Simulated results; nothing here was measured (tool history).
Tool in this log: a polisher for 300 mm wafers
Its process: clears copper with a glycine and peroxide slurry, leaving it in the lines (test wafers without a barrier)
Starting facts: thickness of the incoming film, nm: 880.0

run	day	flow of slurry (ml/min)	pressure of the wafer on the pad (kPa)	speed of the pad under the wafer (m/s)	overpolish time after the end point (s)	time until the end point was called (s)	dishing of a wide line in a test structure (angstrom)
1	0.000	225	22.1	1.12	23	157.02	483.81
2	0.250	225	22.1	1.12	31	162.51	529.54
3	0.517	225	22.1	1.12	38	159.60	555.97
4	0.567	215	20.7	1.06	34	174.88	532.49
5	0.862	230	19.3	1.00	31	192.67	502.84
6	1.133	230	19.3	1.18	31	167.55	514.12
7	1.492	220	17.9	1.12	28	185.58	493.68
8	1.779	235	17.2	1.04	25	207.39	448.15
9	1.962	250	16.5	1.02	23	211.94	424.01
10	2.304	265	15.9	0.98	21	222.38	391.64
11	2.596	275	15.2	0.94	19	237.69	354.42

Estimate the outcome of run 12 from the log above:
12	2.912	285	15.2	0.88	18	?	?

time until the end point was called (s): 249.27
dishing of a wide line in a test structure (angstrom): 340.98
